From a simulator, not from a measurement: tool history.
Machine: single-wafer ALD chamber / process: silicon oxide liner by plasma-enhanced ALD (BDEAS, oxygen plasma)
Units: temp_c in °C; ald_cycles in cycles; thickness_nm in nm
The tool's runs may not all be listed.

run 1 hour=0 | temp_c=315 ald_cycles=54 | thickness_nm=4.8661
run 2 hour=4.4 | temp_c=316 ald_cycles=50 | thickness_nm=4.5151
run 3 hour=5.3 | temp_c=317 ald_cycles=47 | thickness_nm=4.2325
run 4 hour=7.7 | temp_c=318 ald_cycles=46 | thickness_nm=4.1307
run 5 hour=14.7 | temp_c=318 ald_cycles=53 | thickness_nm=4.7918
run 6 hour=21.3 | temp_c=318 ald_cycles=47 | thickness_nm=4.2427

Run 7, settings as shown, results not yet in. Your forecast:
run 7 hour=25.2 | temp_c=318 ald_cycles=45 | thickness_nm=?

thickness_nm: 4.0589 nm
